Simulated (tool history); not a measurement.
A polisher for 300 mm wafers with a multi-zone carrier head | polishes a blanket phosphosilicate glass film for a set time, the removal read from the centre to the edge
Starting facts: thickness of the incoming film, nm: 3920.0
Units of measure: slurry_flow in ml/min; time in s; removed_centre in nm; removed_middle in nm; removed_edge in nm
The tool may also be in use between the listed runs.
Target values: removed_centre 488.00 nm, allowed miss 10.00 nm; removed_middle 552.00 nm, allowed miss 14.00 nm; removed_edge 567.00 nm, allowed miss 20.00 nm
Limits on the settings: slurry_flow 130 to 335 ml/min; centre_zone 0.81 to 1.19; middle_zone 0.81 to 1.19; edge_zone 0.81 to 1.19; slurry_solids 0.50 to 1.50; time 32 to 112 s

run	day	slurry_flow	centre_zone	middle_zone	edge_zone	slurry_solids	time	removed_centre	removed_middle	removed_edge
1	0.000	215	1.00	1.00	1.00	1.00	72	637.72	648.80	633.98
2	0.333	205	0.97	0.98	0.98	1.00	72	617.08	635.22	617.42
3	0.621	195	0.94	0.96	0.98	1.00	72	590.26	610.07	625.82
4	0.679	195	0.94	0.96	0.98	1.10	72	613.43	631.95	653.68
5	1.017	185	0.92	0.95	0.96	1.05	72	580.54	619.42	632.55
6	1.067	180	0.90	0.93	0.94	1.05	72	564.45	605.47	625.86
7	1.288	175	0.89	0.92	0.92	1.05	72	561.57	596.69	607.54
8	1.529	170	0.87	0.91	0.91	1.05	72	541.87	594.34	597.49
9	1.867	165	0.86	0.90	0.90	1.05	72	532.44	574.84	601.71
10	2.004	150	0.81	0.92	0.82	0.95	72	474.15	555.77	555.38

Which one of the following 5 next-run settings gets every result inside its allowed miss? There is exactly one.
A	2.142	155	0.83	1.01	0.82	0.95	69	?	?	?
B	2.142	130	0.81	0.91	0.89	1.05	70	?	?	?
C	2.142	175	0.90	1.02	0.81	1.00	64	?	?	?
D	2.142	155	0.89	1.06	0.86	0.90	67	?	?	?
E	2.142	130	0.84	0.92	0.89	0.85	76	?	?	?

move	removed_centre	removed_middle	removed_edge
A	467.61	585.53	535.13
B	462.93	547.56	570.57
C	490.50	569.11	510.68
D	477.47	579.85	518.94
E	481.52	553.85	571.98
A: further off than the last run
B: further off than the last run
C: corrects the largest miss of the last run, while another result sits out of spec
D: further off than the last run
E: each result inside its tolerance
Correct choice: E, which meets every target

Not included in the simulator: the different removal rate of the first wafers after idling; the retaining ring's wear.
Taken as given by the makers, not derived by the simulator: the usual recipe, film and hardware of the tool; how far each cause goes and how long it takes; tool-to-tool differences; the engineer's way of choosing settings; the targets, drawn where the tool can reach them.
